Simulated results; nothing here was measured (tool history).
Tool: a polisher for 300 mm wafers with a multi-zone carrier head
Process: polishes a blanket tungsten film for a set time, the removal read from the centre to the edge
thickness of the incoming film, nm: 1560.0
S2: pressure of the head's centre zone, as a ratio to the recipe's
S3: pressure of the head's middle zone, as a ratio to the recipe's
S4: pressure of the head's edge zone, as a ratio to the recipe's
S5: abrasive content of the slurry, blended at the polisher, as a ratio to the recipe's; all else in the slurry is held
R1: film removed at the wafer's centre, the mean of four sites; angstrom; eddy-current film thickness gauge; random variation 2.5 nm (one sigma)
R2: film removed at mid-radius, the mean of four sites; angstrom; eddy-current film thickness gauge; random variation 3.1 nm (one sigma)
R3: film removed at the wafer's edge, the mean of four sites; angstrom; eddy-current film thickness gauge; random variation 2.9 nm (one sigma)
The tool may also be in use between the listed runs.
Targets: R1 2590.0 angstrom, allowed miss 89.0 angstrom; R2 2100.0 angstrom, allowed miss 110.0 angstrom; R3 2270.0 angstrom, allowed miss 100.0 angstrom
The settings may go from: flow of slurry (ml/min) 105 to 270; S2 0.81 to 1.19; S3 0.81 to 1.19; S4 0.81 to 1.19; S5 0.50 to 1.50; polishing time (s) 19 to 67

Run 1, hour 0.0: flow of slurry (ml/min) 175, S2 1.00, S3 1.00, S4 1.00, S5 1.00, polishing time (s) 43. Result: R1 1648.7 angstrom, R2 1643.8 angstrom, R3 1636.7 angstrom.
Run 2, hour 1.9: flow of slurry (ml/min) 180, S2 1.02, S3 1.00, S4 1.01, S5 1.05, polishing time (s) 44. Result: R1 1715.7 angstrom, R2 1713.3 angstrom, R3 1676.1 angstrom.
Run 3, hour 4.8: flow of slurry (ml/min) 180, S2 1.08, S3 1.00, S4 1.01, S5 1.05, polishing time (s) 44. Result: R1 1810.8 angstrom, R2 1728.0 angstrom, R3 1684.2 angstrom.
Run 4, hour 11.9: flow of slurry (ml/min) 185, S2 1.09, S3 0.98, S4 1.02, S5 1.10, polishing time (s) 45. Result: R1 1913.8 angstrom, R2 1730.2 angstrom, R3 1760.3 angstrom.
Run 5, hour 19.3: flow of slurry (ml/min) 190, S2 1.10, S3 0.98, S4 1.03, S5 1.15, polishing time (s) 46. Result: R1 1967.1 angstrom, R2 1836.3 angstrom, R3 1838.6 angstrom.
Run 6, hour 22.3: flow of slurry (ml/min) 190, S2 1.10, S3 0.98, S4 1.03, S5 1.05, polishing time (s) 46. Result: R1 1932.8 angstrom, R2 1763.3 angstrom, R3 1782.0 angstrom.
Run 7, hour 28.1: flow of slurry (ml/min) 190, S2 1.10, S3 0.98, S4 1.03, S5 1.05, polishing time (s) 46. Result: R1 1930.5 angstrom, R2 1769.5 angstrom, R3 1772.9 angstrom.
Run 8, hour 35.1: flow of slurry (ml/min) 225, S2 1.19, S3 0.95, S4 1.13, S5 1.30, polishing time (s) 49. Result: R1 2325.2 angstrom, R2 1982.0 angstrom, R3 2056.9 angstrom.
Run 9, hour 42.9: flow of slurry (ml/min) 225, S2 1.19, S3 0.95, S4 1.13, S5 1.30, polishing time (s) 49. Result: R1 2371.4 angstrom, R2 1905.3 angstrom, R3 2089.6 angstrom.
Run 10, hour 46.0: flow of slurry (ml/min) 230, S2 1.19, S3 0.95, S4 1.12, S5 1.40, polishing time (s) 50. Result: R1 2472.1 angstrom, R2 2050.1 angstrom, R3 2119.7 angstrom.

5 next moves are on the table. One of them brings every result within its allowed miss. Which?
Run A, hour 49.1: flow of slurry (ml/min) 210, S2 0.97, S3 0.92, S4 1.19, S5 1.25, polishing time (s) 56. Result: R1 ?, R2 ?, R3 ?.
Run B, hour 49.1: flow of slurry (ml/min) 235, S2 1.19, S3 0.97, S4 1.04, S5 1.45, polishing time (s) 45. Result: R1 ?, R2 ?, R3 ?.
Run C, hour 49.1: flow of slurry (ml/min) 200, S2 1.19, S3 0.85, S4 1.19, S5 1.35, polishing time (s) 58. Result: R1 ?, R2 ?, R3 ?.
Run D, hour 49.1: flow of slurry (ml/min) 220, S2 1.19, S3 0.86, S4 1.14, S5 1.50, polishing time (s) 55. Result: R1 ?, R2 ?, R3 ?.
Run E, hour 49.1: flow of slurry (ml/min) 270, S2 1.19, S3 0.93, S4 1.15, S5 1.35, polishing time (s) 52. Result: R1 ?, R2 ?, R3 ?.

move      R1      R2      R3
   A  2279.6  2174.8  2391.5
   B  2247.9  1915.8  1919.8
   C  2791.9  2137.8  2517.6
   D  2748.5  2122.3  2432.0
   E  2588.8  2127.0  2277.8
A: takes the result that was furthest off past its target
B: further off than the last run
C: takes the result that was furthest off past its target
D: takes the result that was furthest off past its target
E: meets every target
Answer: E

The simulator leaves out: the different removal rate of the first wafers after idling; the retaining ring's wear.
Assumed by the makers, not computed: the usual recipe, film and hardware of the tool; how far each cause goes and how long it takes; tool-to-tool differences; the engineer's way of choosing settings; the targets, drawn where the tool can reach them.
